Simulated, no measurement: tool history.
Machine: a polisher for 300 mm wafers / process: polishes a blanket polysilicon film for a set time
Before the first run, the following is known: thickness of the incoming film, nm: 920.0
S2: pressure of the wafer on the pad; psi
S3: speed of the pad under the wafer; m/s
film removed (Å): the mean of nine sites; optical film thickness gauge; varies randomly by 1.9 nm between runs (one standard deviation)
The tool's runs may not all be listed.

{"run": 1, "hour": 0.0, "flow of slurry (ml/min)": 135, "S2": 2.7, "S3": 1.18, "polishing time (s)": 48, "film removed (Å)": 4096.8}
{"run": 2, "hour": 5.4, "flow of slurry (ml/min)": 135, "S2": 2.7, "S3": 1.18, "polishing time (s)": 50, "film removed (Å)": 4304.9}
{"run": 3, "hour": 12.4, "flow of slurry (ml/min)": 130, "S2": 2.4, "S3": 1.18, "polishing time (s)": 50, "film removed (Å)": 3805.5}
{"run": 4, "hour": 17.3, "flow of slurry (ml/min)": 130, "S2": 2.4, "S3": 1.4, "polishing time (s)": 50, "film removed (Å)": 4350.7}
{"run": 5, "hour": 22.8, "flow of slurry (ml/min)": 125, "S2": 2.1, "S3": 1.36, "polishing time (s)": 50, "film removed (Å)": 3711.1}
{"run": 6, "hour": 25.3, "flow of slurry (ml/min)": 125, "S2": 2.1, "S3": 1.36, "polishing time (s)": 48, "film removed (Å)": 3573.5}
{"run": 7, "hour": 29.2, "flow of slurry (ml/min)": 120, "S2": 1.9, "S3": 1.34, "polishing time (s)": 48, "film removed (Å)": 3154.8}
{"run": 8, "hour": 32.6, "flow of slurry (ml/min)": 115, "S2": 1.8, "S3": 1.34, "polishing time (s)": 48, "film removed (Å)": 2990.1}

The next listed run, before its measurement:
{"run": 9, "hour": 37.5, "flow of slurry (ml/min)": 90, "S2": 1.3, "S3": 1.34, "polishing time (s)": 48, "film removed (Å)": "?"}

Run 9 yielded film removed (Å) 2045.1.

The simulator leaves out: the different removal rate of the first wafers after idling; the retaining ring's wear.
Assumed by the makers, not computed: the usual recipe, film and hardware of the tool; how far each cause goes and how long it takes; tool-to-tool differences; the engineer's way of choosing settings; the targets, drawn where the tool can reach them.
